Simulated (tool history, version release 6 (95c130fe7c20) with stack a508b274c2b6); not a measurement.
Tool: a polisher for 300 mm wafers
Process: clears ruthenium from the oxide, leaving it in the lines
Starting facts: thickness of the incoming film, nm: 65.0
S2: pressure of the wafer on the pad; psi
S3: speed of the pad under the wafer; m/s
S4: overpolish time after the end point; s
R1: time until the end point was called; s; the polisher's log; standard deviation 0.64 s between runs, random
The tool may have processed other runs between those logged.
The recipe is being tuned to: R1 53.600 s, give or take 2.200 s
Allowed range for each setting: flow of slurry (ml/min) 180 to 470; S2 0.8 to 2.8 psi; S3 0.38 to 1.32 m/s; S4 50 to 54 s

{"run": 1, "hour": 0.0, "flow of slurry (ml/min)": 300, "S2": 1.8, "S3": 0.84, "S4": 50, "R1": 70.09}
{"run": 2, "hour": 3.3, "flow of slurry (ml/min)": 300, "S2": 1.8, "S3": 0.84, "S4": 54, "R1": 68.345}
{"run": 3, "hour": 4.0, "flow of slurry (ml/min)": 300, "S2": 2.0, "S3": 0.84, "S4": 54, "R1": 62.781}
{"run": 4, "hour": 4.6, "flow of slurry (ml/min)": 270, "S2": 2.0, "S3": 0.84, "S4": 54, "R1": 63.881}
{"run": 5, "hour": 10.3, "flow of slurry (ml/min)": 270, "S2": 2.0, "S3": 0.72, "S4": 54, "R1": 69.873}
{"run": 6, "hour": 16.0, "flow of slurry (ml/min)": 270, "S2": 2.1, "S3": 0.72, "S4": 54, "R1": 69.034}
{"run": 7, "hour": 19.6, "flow of slurry (ml/min)": 270, "S2": 2.2, "S3": 0.72, "S4": 54, "R1": 64.513}
{"run": 8, "hour": 20.6, "flow of slurry (ml/min)": 270, "S2": 2.2, "S3": 0.72, "S4": 54, "R1": 64.204}

Next run, 4 choices. One meets every target within its allowed miss, the rest don't. Which?
{"run": "A", "hour": 21.6, "flow of slurry (ml/min)": 295, "S2": 2.0, "S3": 0.7, "S4": 54, "R1": "?"}
{"run": "B", "hour": 21.6, "flow of slurry (ml/min)": 330, "S2": 1.9, "S3": 0.92, "S4": 51, "R1": "?"}
{"run": "C", "hour": 21.6, "flow of slurry (ml/min)": 330, "S2": 2.8, "S3": 0.66, "S4": 51, "R1": "?"}
{"run": "D", "hour": 21.6, "flow of slurry (ml/min)": 220, "S2": 1.9, "S3": 0.68, "S4": 53, "R1": "?"}

move=A R1=71.434
move=B R1=59.893
move=C R1=53.334
move=D R1=78.819
A: misses by more than the last run did
B: nearer the targets than the last run, but a result is still out of spec
C: all results land within tolerance of their targets
D: misses by more than the last run did
So the answer is move C, the one that meets all the targets.
